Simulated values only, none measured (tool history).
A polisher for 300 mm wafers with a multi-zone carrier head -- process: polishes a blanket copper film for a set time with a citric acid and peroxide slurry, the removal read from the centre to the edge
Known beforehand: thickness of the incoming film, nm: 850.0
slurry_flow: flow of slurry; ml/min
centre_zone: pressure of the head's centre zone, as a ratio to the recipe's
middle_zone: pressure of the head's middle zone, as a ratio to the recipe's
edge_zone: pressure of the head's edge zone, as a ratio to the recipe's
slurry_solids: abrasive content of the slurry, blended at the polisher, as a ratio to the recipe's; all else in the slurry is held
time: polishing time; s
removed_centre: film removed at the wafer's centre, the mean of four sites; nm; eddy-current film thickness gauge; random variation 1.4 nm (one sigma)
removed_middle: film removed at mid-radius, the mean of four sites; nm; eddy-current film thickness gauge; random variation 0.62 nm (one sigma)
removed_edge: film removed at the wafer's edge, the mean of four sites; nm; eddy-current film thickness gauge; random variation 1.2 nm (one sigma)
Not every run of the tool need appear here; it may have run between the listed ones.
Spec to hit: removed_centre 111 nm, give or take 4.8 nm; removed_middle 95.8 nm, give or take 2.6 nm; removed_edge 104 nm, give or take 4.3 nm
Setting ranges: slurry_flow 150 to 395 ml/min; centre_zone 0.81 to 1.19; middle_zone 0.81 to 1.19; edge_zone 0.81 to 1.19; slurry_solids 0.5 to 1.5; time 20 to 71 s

Run 1, hour 0: slurry_flow 250 ml/min, centre_zone 1, middle_zone 1, edge_zone 1, slurry_solids 1, time 45 s. Result: removed_centre 154.23 nm, removed_middle 159.34 nm, removed_edge 164.67 nm.
Run 2, hour 2.1: slurry_flow 245 ml/min, centre_zone 1.02, middle_zone 0.96, edge_zone 0.96, slurry_solids 0.85, time 41 s. Result: removed_centre 141.07 nm, removed_middle 135.56 nm, removed_edge 142.05 nm.
Run 3, hour 9.9: slurry_flow 240 ml/min, centre_zone 1.02, middle_zone 0.93, edge_zone 0.93, slurry_solids 0.75, time 39 s. Result: removed_centre 129.28 nm, removed_middle 121.21 nm, removed_edge 127.63 nm.
Run 4, hour 15.4: slurry_flow 240 ml/min, centre_zone 1.09, middle_zone 0.93, edge_zone 0.93, slurry_solids 0.75, time 39 s. Result: removed_centre 136.26 nm, removed_middle 121.29 nm, removed_edge 127.17 nm.
Run 5, hour 24.2: slurry_flow 240 ml/min, centre_zone 1.09, middle_zone 0.93, edge_zone 0.88, slurry_solids 0.75, time 39 s. Result: removed_centre 133.77 nm, removed_middle 121.32 nm, removed_edge 124 nm.
Run 6, hour 28.6: slurry_flow 240 ml/min, centre_zone 1.16, middle_zone 0.93, edge_zone 0.88, slurry_solids 0.75, time 39 s. Result: removed_centre 146.54 nm, removed_middle 120.72 nm, removed_edge 123.67 nm.
Run 7, hour 33.1: slurry_flow 230 ml/min, centre_zone 1.13, middle_zone 0.9, edge_zone 0.86, slurry_solids 0.65, time 38 s. Result: removed_centre 132.53 nm, removed_middle 108.9 nm, removed_edge 112.89 nm.
Run 8, hour 41.5: slurry_flow 215 ml/min, centre_zone 1.09, middle_zone 0.88, edge_zone 0.85, slurry_solids 0.65, time 38 s. Result: removed_centre 128.56 nm, removed_middle 107.63 nm, removed_edge 111.18 nm.

Of the 5 settings listed for the next run, only one would bring every result within its allowed miss of target. Which one?
Run A, hour 49.9: slurry_flow 150 ml/min, centre_zone 1.19, middle_zone 0.92, edge_zone 0.81, slurry_solids 0.65, time 42 s. Result: removed_centre ?, removed_middle ?, removed_edge ?.
Run B, hour 49.9: slurry_flow 150 ml/min, centre_zone 1.05, middle_zone 0.85, edge_zone 0.84, slurry_solids 0.9, time 33 s. Result: removed_centre ?, removed_middle ?, removed_edge ?.
Run C, hour 49.9: slurry_flow 265 ml/min, centre_zone 0.93, middle_zone 0.81, edge_zone 1.08, slurry_solids 0.8, time 32 s. Result: removed_centre ?, removed_middle ?, removed_edge ?.
Run D, hour 49.9: slurry_flow 180 ml/min, centre_zone 1.04, middle_zone 1.11, edge_zone 0.81, slurry_solids 0.65, time 36 s. Result: removed_centre ?, removed_middle ?, removed_edge ?.
Run E, hour 49.9: slurry_flow 255 ml/min, centre_zone 1.08, middle_zone 0.81, edge_zone 1.07, slurry_solids 0.75, time 33 s. Result: removed_centre ?, removed_middle ?, removed_edge ?.

move  removed_centre  removed_middle  removed_edge
   A          146.35           118.2        118.47
   B          111.03          96.173        103.73
   C          98.511          92.578         114.6
   D          112.24          119.16        102.87
   E          115.55          93.365        115.23
A: its largest miss is bigger than the last run's
B: every result lands within tolerance
C: takes the result that was furthest off past its target
D: its largest miss is bigger than the last run's
E: meets the target for the result that was furthest off, but another lies outside its allowed miss
B meets every target.
